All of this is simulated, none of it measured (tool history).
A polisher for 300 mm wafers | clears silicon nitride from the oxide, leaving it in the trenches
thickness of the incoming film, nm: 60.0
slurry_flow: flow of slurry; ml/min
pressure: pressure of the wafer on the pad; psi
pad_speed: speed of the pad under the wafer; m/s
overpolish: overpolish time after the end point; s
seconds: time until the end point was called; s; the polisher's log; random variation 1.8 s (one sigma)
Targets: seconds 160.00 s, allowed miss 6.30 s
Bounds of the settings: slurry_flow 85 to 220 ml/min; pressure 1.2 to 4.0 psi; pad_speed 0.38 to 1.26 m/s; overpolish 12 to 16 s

run  hour  slurry_flow  pressure  pad_speed  overpolish  seconds
  1   0.0          140       2.6       0.82          16    91.27
  2   3.6          140       2.6       0.64          16   114.18
  3   6.7          140       2.5       0.64          16   119.44
  4   8.4          140       2.5       0.64          12   117.19
  5  11.1          140       2.4       0.64          12   123.53
  6  14.4          140       2.7       0.64          12   112.95
  7  22.5          140       2.6       0.64          12   113.70
  8  25.9          140       2.5       0.64          12   118.29

5 next moves are on the table. One of them brings every result within its allowed miss. Which?
  A  29.3          105       2.7       0.50          12        ?
  B  29.3           90       2.6       0.54          12        ?
  C  29.3          125       2.2       0.58          12        ?
  D  29.3          120       1.8       0.64          12        ?
  E  29.3          110       3.1       0.44          12        ?

move  seconds
   A   147.27
   B   146.11
   C   147.67
   D   159.72
   E   145.72
A: nearer than the last run, and not there yet
B: nearer than the last run, and not there yet
C: nearer than the last run, and not there yet
D: meets every target
E: nearer than the last run, and not there yet
Answer: D
